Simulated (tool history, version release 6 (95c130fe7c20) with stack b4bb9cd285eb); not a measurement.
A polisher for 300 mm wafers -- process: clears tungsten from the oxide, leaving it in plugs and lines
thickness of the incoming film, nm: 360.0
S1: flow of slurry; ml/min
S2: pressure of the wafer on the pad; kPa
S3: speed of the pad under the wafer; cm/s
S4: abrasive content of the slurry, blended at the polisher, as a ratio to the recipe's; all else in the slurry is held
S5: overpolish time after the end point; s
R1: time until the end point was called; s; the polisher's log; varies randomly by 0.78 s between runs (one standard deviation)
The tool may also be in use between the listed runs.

run 1 day=0 | S1=275 S2=24.8 S3=112 S4=1 S5=38 | R1=63.256
run 2 day=0.05 | S1=275 S2=26.2 S3=112 S4=1 S5=38 | R1=62.947
run 3 day=0.242 | S1=275 S2=20 S3=112 S4=1 S5=38 | R1=79.449
run 4 day=0.275 | S1=275 S2=20 S3=112 S4=1 S5=41 | R1=77.737
run 5 day=0.575 | S1=275 S2=22.1 S3=114 S4=1 S5=41 | R1=71.603
run 6 day=0.946 | S1=275 S2=22.1 S3=114 S4=1 S5=41 | R1=68.654
run 7 day=1.25 | S1=275 S2=23.4 S3=114 S4=1 S5=41 | R1=69.014
run 8 day=1.467 | S1=275 S2=24.8 S3=116 S4=1 S5=41 | R1=63.005
run 9 day=1.667 | S1=275 S2=26.2 S3=116 S4=1 S5=41 | R1=59.265
run 10 day=1.838 | S1=275 S2=27.6 S3=116 S4=1 S5=41 | R1=56.036
run 11 day=1.942 | S1=275 S2=28.3 S3=116 S4=1 S5=41 | R1=56.094
run 12 day=2 | S1=275 S2=28.3 S3=116 S4=1 S5=41 | R1=55.299
run 13 day=2.304 | S1=275 S2=29 S3=116 S4=1 S5=41 | R1=52.939

Forecast run 14:
run 14 day=2.512 | S1=275 S2=29.6 S3=116 S4=1 S5=41 | R1=?

{"run 14": {"R1": 51.544}}

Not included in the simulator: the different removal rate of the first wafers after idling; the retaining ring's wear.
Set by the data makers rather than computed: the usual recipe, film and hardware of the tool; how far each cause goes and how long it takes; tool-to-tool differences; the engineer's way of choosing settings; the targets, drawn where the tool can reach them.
